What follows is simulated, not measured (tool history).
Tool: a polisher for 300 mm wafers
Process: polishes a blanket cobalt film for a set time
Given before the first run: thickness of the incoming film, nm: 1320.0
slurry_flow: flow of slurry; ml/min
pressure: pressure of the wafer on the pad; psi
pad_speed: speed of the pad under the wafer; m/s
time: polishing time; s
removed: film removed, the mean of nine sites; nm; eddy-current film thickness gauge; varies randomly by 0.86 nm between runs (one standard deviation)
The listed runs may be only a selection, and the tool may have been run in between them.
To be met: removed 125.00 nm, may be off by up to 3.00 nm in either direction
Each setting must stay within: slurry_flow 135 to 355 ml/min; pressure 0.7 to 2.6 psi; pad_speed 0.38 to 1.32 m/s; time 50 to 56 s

run 1 hour=0.0 | slurry_flow=225 pressure=1.6 pad_speed=0.84 time=56 | removed=177.80
run 2 hour=5.6 | slurry_flow=225 pressure=1.6 pad_speed=0.84 time=50 | removed=158.76
run 3 hour=6.8 | slurry_flow=225 pressure=1.6 pad_speed=0.84 time=50 | removed=158.44
run 4 hour=8.3 | slurry_flow=225 pressure=1.6 pad_speed=0.96 time=50 | removed=175.71
run 5 hour=15.8 | slurry_flow=225 pressure=1.3 pad_speed=0.96 time=50 | removed=143.71
run 6 hour=21.6 | slurry_flow=225 pressure=1.3 pad_speed=0.96 time=50 | removed=145.19
run 7 hour=26.8 | slurry_flow=220 pressure=1.2 pad_speed=0.96 time=50 | removed=133.24
run 8 hour=31.6 | slurry_flow=210 pressure=1.2 pad_speed=0.96 time=50 | removed=130.40
run 9 hour=39.2 | slurry_flow=200 pressure=1.2 pad_speed=0.96 time=50 | removed=130.72
run 10 hour=40.3 | slurry_flow=190 pressure=1.2 pad_speed=0.96 time=50 | removed=131.01
run 11 hour=46.8 | slurry_flow=185 pressure=1.2 pad_speed=0.96 time=50 | removed=128.83
run 12 hour=51.8 | slurry_flow=180 pressure=1.2 pad_speed=0.96 time=50 | removed=131.00
run 13 hour=56.5 | slurry_flow=175 pressure=1.1 pad_speed=0.96 time=50 | removed=117.86
run 14 hour=65.4 | slurry_flow=185 pressure=1.1 pad_speed=0.96 time=50 | removed=119.12
run 15 hour=72.4 | slurry_flow=220 pressure=1.2 pad_speed=0.96 time=50 | removed=133.18
run 16 hour=74.2 | slurry_flow=205 pressure=1.2 pad_speed=0.96 time=50 | removed=132.77
run 17 hour=82.6 | slurry_flow=190 pressure=1.2 pad_speed=0.96 time=50 | removed=131.49
run 18 hour=83.8 | slurry_flow=185 pressure=1.2 pad_speed=0.96 time=50 | removed=129.27
run 19 hour=90.2 | slurry_flow=180 pressure=1.2 pad_speed=0.96 time=50 | removed=129.11
run 20 hour=98.3 | slurry_flow=175 pressure=1.2 pad_speed=0.96 time=50 | removed=129.31
run 21 hour=103.7 | slurry_flow=170 pressure=1.2 pad_speed=0.96 time=50 | removed=128.58
run 22 hour=107.9 | slurry_flow=170 pressure=1.2 pad_speed=0.96 time=50 | removed=128.86

Which of these 4 next moves meets every target?
run A hour=112.1 | slurry_flow=155 pressure=1.3 pad_speed=0.86 time=50 | removed=?
run B hour=112.1 | slurry_flow=170 pressure=1.0 pad_speed=1.04 time=51 | removed=?
run C hour=112.1 | slurry_flow=180 pressure=1.1 pad_speed=0.94 time=50 | removed=?
run D hour=112.1 | slurry_flow=175 pressure=1.0 pad_speed=1.04 time=50 | removed=?

move=A removed=124.11
move=B removed=117.34
move=C removed=116.93
move=D removed=115.63
A: every result within its allowed miss
B: moves the result that the last run missed by most past its target, out the other side
C: moves the result that the last run missed by most past its target, out the other side
D: moves the result that the last run missed by most past its target, out the other side
Correct choice: A, which meets every target
